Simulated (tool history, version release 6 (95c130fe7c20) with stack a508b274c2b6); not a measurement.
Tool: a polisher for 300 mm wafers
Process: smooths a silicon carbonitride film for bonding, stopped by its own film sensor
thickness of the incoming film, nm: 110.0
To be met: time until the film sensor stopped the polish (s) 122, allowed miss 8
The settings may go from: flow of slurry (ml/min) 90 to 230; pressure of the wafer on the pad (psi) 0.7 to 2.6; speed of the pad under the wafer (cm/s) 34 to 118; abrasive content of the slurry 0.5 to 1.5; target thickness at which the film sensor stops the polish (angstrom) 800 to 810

| run | day | flow of slurry (ml/min) | pressure of the wafer on the pad (psi) | speed of the pad under the wafer (cm/s) | abrasive content of the slurry | target thickness at which the film sensor stops the polish (angstrom) | time until the film sensor stopped the polish (s) |
|---|---|---|---|---|---|---|---|
| 1 | 0 | 150 | 1.6 | 76 | 1 | 810 | 182.13 |
| 2 | 0.171 | 120 | 1.6 | 76 | 1 | 810 | 195.58 |
| 3 | 0.367 | 120 | 1.6 | 76 | 1 | 810 | 194.23 |
| 4 | 0.6 | 120 | 1.6 | 76 | 1 | 810 | 193.48 |
| 5 | 0.704 | 125 | 1.7 | 76 | 1 | 810 | 183.66 |
| 6 | 0.917 | 125 | 1.7 | 76 | 0.8 | 810 | 197.05 |
| 7 | 0.992 | 130 | 1.8 | 76 | 0.8 | 810 | 187.91 |
| 8 | 1.038 | 130 | 1.8 | 76 | 0.8 | 810 | 180.7 |
| 9 | 1.125 | 135 | 1.9 | 76 | 0.8 | 810 | 179.56 |
| 10 | 1.204 | 135 | 2 | 78 | 0.8 | 810 | 162.38 |
| 11 | 1.458 | 135 | 2.1 | 78 | 0.8 | 810 | 156.51 |
| 12 | 1.512 | 135 | 2.2 | 78 | 0.8 | 810 | 146.59 |
| 13 | 1.75 | 135 | 2.3 | 78 | 0.8 | 810 | 146.47 |
| 14 | 1.908 | 135 | 2.4 | 78 | 0.8 | 810 | 139.01 |
| 15 | 2.238 | 140 | 2.5 | 80 | 0.8 | 810 | 128.48 |

5 next moves are on the table. One of them brings every result within its allowed miss. Which?
| A | 2.567 | 125 | 2.5 | 82 | 0.7 | 800 | ? |
| B | 2.567 | 125 | 2.3 | 68 | 1 | 810 | ? |
| C | 2.567 | 95 | 2.6 | 72 | 1.05 | 810 | ? |
| D | 2.567 | 150 | 2.5 | 76 | 0.75 | 800 | ? |
| E | 2.567 | 115 | 2.3 | 74 | 0.9 | 810 | ? |

| move | time until the film sensor stopped the polish (s) |
|---|---|
| A | 145.63 |
| B | 144.03 |
| C | 126.15 |
| D | 143.48 |
| E | 145.41 |
A: further off than the last run
B: further off than the last run
C: meets every target
D: further off than the last run
E: further off than the last run
The right move is C.
